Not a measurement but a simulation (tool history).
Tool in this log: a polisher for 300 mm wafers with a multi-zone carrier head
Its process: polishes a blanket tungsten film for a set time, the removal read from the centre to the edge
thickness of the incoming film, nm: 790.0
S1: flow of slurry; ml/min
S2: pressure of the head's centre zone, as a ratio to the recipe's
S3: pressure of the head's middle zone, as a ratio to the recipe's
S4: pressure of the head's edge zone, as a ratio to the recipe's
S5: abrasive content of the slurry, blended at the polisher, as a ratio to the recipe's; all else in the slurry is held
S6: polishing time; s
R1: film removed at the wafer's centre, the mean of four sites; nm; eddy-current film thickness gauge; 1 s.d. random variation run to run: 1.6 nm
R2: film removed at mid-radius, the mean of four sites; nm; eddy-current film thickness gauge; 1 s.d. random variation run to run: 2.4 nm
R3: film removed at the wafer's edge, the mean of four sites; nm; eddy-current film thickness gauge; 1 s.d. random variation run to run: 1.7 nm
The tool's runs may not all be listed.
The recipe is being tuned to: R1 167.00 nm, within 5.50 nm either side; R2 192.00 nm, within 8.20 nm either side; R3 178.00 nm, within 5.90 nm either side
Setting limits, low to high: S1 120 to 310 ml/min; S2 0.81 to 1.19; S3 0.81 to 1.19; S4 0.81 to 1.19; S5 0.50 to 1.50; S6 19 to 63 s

run    day   S1    S2    S3    S4    S5  S6      R1      R2      R3
  1  0.000  200  1.00  1.00  1.00  1.00  41  279.49  278.81  272.40
  2  0.088  160  1.00  1.00  1.00  1.00  41  269.14  264.73  263.25
  3  0.317  160  1.00  1.00  1.00  1.00  35  228.61  224.47  222.37
  4  0.596  155  0.97  1.00  0.98  0.90  35  215.05  221.28  220.21
  5  0.662  155  0.94  1.00  0.98  0.90  35  211.12  214.59  220.74
  6  0.750  155  0.88  1.00  0.98  0.90  35  195.35  223.31  218.81
  7  0.783  155  0.88  1.01  0.96  0.85  34  186.61  218.61  210.44
  8  0.917  155  0.89  1.01  0.94  0.80  33  182.29  204.28  202.02
  9  1.254  155  0.89  1.02  0.92  0.75  33  179.47  203.60  194.06
 10  1.558  150  0.89  1.02  0.91  0.75  33  178.04  204.31  193.08
 11  1.738  145  0.89  1.02  0.90  0.75  33  177.70  199.94  190.71
 12  2.096  145  0.89  1.02  0.89  0.75  33  178.36  201.00  189.53
 13  2.412  145  0.88  1.02  0.88  0.75  33  173.82  198.82  191.78
 14  2.750  145  0.88  1.02  0.87  0.70  33  173.85  199.66  188.11
 15  2.842  145  0.88  1.02  0.86  0.70  33  173.07  193.67  185.81

Exercise: of the 5 proposed moves below, exactly one satisfies all targets within the stated allowed misses. Which move is it?
  A  2.933  160  0.88  1.08  0.87  0.75  33   ?   ?   ?
  B  2.933  165  0.94  1.18  0.81  0.65  32   ?   ?   ?
  C  2.933  130  0.89  1.05  0.83  0.55  36   ?   ?   ?
  D  2.933  145  0.90  1.08  0.89  0.65  31   ?   ?   ?
  E  2.933  145  0.91  1.12  0.85  0.90  32   ?   ?   ?

move      R1      R2      R3
   A  180.11  209.81  192.51
   B  183.51  208.95  178.77
   C  179.92  205.70  190.77
   D  165.28  188.77  175.59
   E  181.97  209.21  188.13
A: the biggest miss grows against the last run
B: the worst result of the last run now meets its target, but another is out of spec
C: the biggest miss grows against the last run
D: meets every target
E: the biggest miss grows against the last run
Correct choice: D, which meets every target
